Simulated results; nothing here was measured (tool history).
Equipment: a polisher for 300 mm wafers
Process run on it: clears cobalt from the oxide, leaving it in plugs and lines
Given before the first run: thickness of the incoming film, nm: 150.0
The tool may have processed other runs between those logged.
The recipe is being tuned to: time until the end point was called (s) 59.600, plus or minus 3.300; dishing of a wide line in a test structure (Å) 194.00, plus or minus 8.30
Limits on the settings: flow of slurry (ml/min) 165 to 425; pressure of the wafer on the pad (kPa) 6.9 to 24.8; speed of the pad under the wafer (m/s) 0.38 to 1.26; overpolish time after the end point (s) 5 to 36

run    day  flow of slurry (ml/min)  pressure of the wafer on the pad (kPa)  speed of the pad under the wafer (m/s)  overpolish time after the end point (s)  time until the end point was called (s)  dishing of a wide line in a test structure (Å)
  1  0.000                      275                                    15.9                                    0.82                                       18                                   35.168                                          492.64
  2  0.088                      275                                    15.9                                    0.72                                       18                                   41.515                                          459.87
  3  0.462                      275                                    15.9                                    0.60                                       18                                   48.257                                          397.64
  4  0.721                      285                                    15.9                                    0.58                                       16                                   50.475                                          358.98
  5  0.892                      285                                    15.9                                    0.58                                       24                                   49.847                                          474.28
  6  1.258                      285                                    15.9                                    0.58                                       18                                   50.795                                          383.77
  7  1.350                      305                                    15.9                                    0.56                                       16                                   52.436                                          356.30
  8  1.721                      230                                    11.7                                    0.62                                        7                                   64.536                                          146.67
  9  1.750                      245                                    11.7                                    0.62                                        7                                   63.716                                          147.41
 10  2.025                      260                                    11.7                                    0.62                                        7                                   62.791                                          147.68

Exercise: of the 5 proposed moves below, exactly one satisfies all targets within the stated allowed misses. Which move is it?
  A  2.300                      350                                    12.4                                    0.64                                        5                                        ?                                               ?
  B  2.300                      210                                    11.7                                    0.58                                       10                                        ?                                               ?
  C  2.300                      265                                    11.7                                    0.72                                        9                                        ?                                               ?
  D  2.300                      185                                    11.0                                    0.72                                        9                                        ?                                               ?
  E  2.300                      255                                    12.4                                    0.54                                       12                                        ?                                               ?

move  time until the end point was called (s)  dishing of a wide line in a test structure (Å)
   A                                   57.565                                          117.55
   B                                   69.052                                          187.19
   C                                   55.156                                          207.73
   D                                   59.848                                          193.43
   E                                   69.177                                          219.24
A: the biggest miss grows against the last run
B: the worst result of the last run now meets its target, but another is out of spec
C: moves the result that the last run missed by most past its target, out the other side
D: meets every target
E: moves the result that the last run missed by most past its target, out the other side
Correct choice: D, which meets every target
